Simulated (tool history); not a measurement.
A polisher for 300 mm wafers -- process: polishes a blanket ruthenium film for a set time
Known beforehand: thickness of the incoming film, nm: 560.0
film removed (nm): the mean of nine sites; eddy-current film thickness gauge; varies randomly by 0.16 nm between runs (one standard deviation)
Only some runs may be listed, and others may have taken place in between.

run  hour  flow of slurry (ml/min)  pressure of the wafer on the pad (psi)  speed of the pad under the wafer (m/s)  polishing time (s)  film removed (nm)
  1   0.0                      195                                     2.3                                    0.86                  38             45.551
  2   4.4                      195                                     2.6                                    0.86                  38             50.682
  3  12.7                      160                                     2.6                                    0.86                  38             51.114
  4  13.7                      160                                     2.4                                    0.82                  38             44.352
  5  16.4                      160                                     2.4                                    0.82                  35             41.108
  6  25.3                      160                                     2.2                                    0.80                  35             36.810

Forecast run 7:
  7  33.1                      160                                     2.1                                    0.80                  35                  ?

film removed (nm): 35.135
